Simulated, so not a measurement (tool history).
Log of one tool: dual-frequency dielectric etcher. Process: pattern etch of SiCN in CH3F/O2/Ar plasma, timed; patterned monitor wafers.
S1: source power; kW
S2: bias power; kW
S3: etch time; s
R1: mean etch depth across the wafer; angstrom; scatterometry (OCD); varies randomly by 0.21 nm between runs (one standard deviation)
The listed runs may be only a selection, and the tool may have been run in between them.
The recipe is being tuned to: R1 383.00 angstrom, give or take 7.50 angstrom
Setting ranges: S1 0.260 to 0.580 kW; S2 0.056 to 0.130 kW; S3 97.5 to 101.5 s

| run | hour | S1 | S2 | S3 | R1 |
|---|---|---|---|---|---|
| 1 | 0.0 | 0.420 | 0.093 | 97.5 | 417.64 |
| 2 | 1.2 | 0.400 | 0.092 | 97.5 | 407.65 |
| 3 | 7.7 | 0.380 | 0.091 | 97.5 | 398.04 |
| 4 | 8.5 | 0.380 | 0.078 | 97.5 | 369.97 |
| 5 | 12.9 | 0.390 | 0.078 | 97.5 | 378.74 |
| 6 | 14.0 | 0.340 | 0.078 | 97.5 | 355.88 |
| 7 | 18.9 | 0.360 | 0.079 | 97.5 | 368.74 |
| 8 | 21.8 | 0.370 | 0.079 | 97.5 | 371.85 |
| 9 | 28.1 | 0.380 | 0.079 | 97.5 | 368.10 |
| 10 | 35.2 | 0.430 | 0.083 | 97.5 | 403.43 |
| 11 | 42.5 | 0.420 | 0.083 | 97.5 | 395.48 |
| 12 | 50.7 | 0.410 | 0.083 | 97.5 | 396.00 |

Next run, 4 choices. One meets every target within its allowed miss, the rest don't. Which?
| A | 58.9 | 0.410 | 0.082 | 101.0 | ? |
| B | 58.9 | 0.380 | 0.080 | 99.0 | ? |
| C | 58.9 | 0.430 | 0.086 | 97.5 | ? |
| D | 58.9 | 0.380 | 0.090 | 100.5 | ? |

| move | R1 |
|---|---|
| A | 406.53 |
| B | 382.25 |
| C | 408.61 |
| D | 409.28 |
A: misses by more than the last run did
B: meets every target
C: misses by more than the last run did
D: misses by more than the last run did
The right move is B.
